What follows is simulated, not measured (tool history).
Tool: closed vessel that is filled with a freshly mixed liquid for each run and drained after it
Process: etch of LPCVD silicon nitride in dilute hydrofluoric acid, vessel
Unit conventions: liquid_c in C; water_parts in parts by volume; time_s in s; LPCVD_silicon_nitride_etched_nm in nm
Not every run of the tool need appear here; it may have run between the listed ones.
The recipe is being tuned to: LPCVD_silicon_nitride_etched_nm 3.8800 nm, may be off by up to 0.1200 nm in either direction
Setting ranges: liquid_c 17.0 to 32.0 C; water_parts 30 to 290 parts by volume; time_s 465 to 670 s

run,hour,liquid_c,water_parts,time_s,LPCVD_silicon_nitride_etched_nm
1,0.0,24.0,160,670,2.5105
2,0.7,27.5,160,670,3.0473
3,6.7,27.5,215,670,2.2610
4,12.9,27.5,215,670,2.3283
5,14.8,28.5,205,670,2.5348
6,17.1,28.5,180,670,2.8673
7,25.7,29.5,175,670,3.2006
8,34.6,30.0,175,670,3.2859
9,40.5,30.5,175,670,3.3738
10,42.3,31.0,175,670,3.4869
11,43.1,31.5,170,670,3.7199

Which single option among these 5 for the next run brings every result within its allowed miss of target? Just one does.
A,43.9,32.0,180,640,?
B,43.9,32.0,185,670,?
C,43.9,32.0,165,655,?
D,43.9,32.0,180,670,?
E,43.9,31.5,170,650,?

move,LPCVD_silicon_nitride_etched_nm
A,3.4650
B,3.5266
C,3.8778
D,3.6275
E,3.6223
A: lands further from the targets than the last run did
B: lands further from the targets than the last run did
C: every result lands within tolerance
D: lands further from the targets than the last run did
E: lands further from the targets than the last run did
C is the move that brings every result within its allowed miss.
